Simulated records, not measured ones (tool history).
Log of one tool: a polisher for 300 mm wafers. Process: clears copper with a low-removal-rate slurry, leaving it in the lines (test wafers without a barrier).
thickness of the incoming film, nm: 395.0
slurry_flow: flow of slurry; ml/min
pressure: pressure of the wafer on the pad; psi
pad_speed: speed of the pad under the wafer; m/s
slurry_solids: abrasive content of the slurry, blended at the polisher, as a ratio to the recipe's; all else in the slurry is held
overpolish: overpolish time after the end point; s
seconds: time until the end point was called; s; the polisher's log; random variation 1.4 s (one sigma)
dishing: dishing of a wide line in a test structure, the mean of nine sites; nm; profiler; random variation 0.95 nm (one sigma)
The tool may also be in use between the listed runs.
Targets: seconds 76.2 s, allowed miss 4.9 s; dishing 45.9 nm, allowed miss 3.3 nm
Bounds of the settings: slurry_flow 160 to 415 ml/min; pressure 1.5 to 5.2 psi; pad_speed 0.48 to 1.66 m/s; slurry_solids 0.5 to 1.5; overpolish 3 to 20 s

| run | hour | slurry_flow | pressure | pad_speed | slurry_solids | overpolish | seconds | dishing |
|---|---|---|---|---|---|---|---|---|
| 1 | 0 | 265 | 3.3 | 1.06 | 1 | 10 | 125.67 | 21.176 |
| 2 | 4.5 | 330 | 3.3 | 1.06 | 1 | 10 | 124.14 | 21.849 |
| 3 | 11.4 | 330 | 2.8 | 1.06 | 1 | 10 | 142.54 | 18.562 |
| 4 | 13.8 | 330 | 3.1 | 1.06 | 1 | 10 | 131.64 | 19.938 |
| 5 | 21 | 330 | 3.1 | 1.06 | 1 | 8 | 130.45 | 17.225 |
| 6 | 21.8 | 330 | 3.3 | 1.08 | 1 | 9 | 119.73 | 20.239 |
| 7 | 29.4 | 330 | 3.5 | 1.08 | 1 | 10 | 115.55 | 23.379 |
| 8 | 30.4 | 330 | 3.7 | 1.08 | 1 | 10 | 104.51 | 23.984 |
| 9 | 36.4 | 330 | 3.8 | 1.08 | 1 | 11 | 107.08 | 27.015 |
| 10 | 42.2 | 330 | 4 | 1.08 | 1 | 11 | 99.382 | 27.007 |
| 11 | 43.5 | 330 | 4.1 | 1.1 | 1 | 12 | 99.376 | 31.191 |
| 12 | 45.2 | 330 | 4.2 | 1.1 | 1 | 12 | 93.868 | 33.057 |
| 13 | 48 | 330 | 4.9 | 1.12 | 1 | 14 | 79.994 | 42.159 |

4 next moves are on the table. One of them brings every result within its allowed miss. Which?
| A | 50.8 | 320 | 4.9 | 1.08 | 0.95 | 13 | ? | ? |
| B | 50.8 | 310 | 4.8 | 1.2 | 1 | 15 | ? | ? |
| C | 50.8 | 335 | 4.7 | 1.06 | 1.05 | 16 | ? | ? |
| D | 50.8 | 310 | 5.1 | 1.14 | 0.8 | 13 | ? | ? |

| move | seconds | dishing |
|---|---|---|
| A | 83.158 | 37.66 |
| B | 75.976 | 45.187 |
| C | 85.984 | 43.153 |
| D | 78.909 | 39.325 |
A: further off than the last run
B: meets every target
C: brings the result that was furthest off to its target, and leaves another outside
D: further off than the last run
Move B is the one to make.

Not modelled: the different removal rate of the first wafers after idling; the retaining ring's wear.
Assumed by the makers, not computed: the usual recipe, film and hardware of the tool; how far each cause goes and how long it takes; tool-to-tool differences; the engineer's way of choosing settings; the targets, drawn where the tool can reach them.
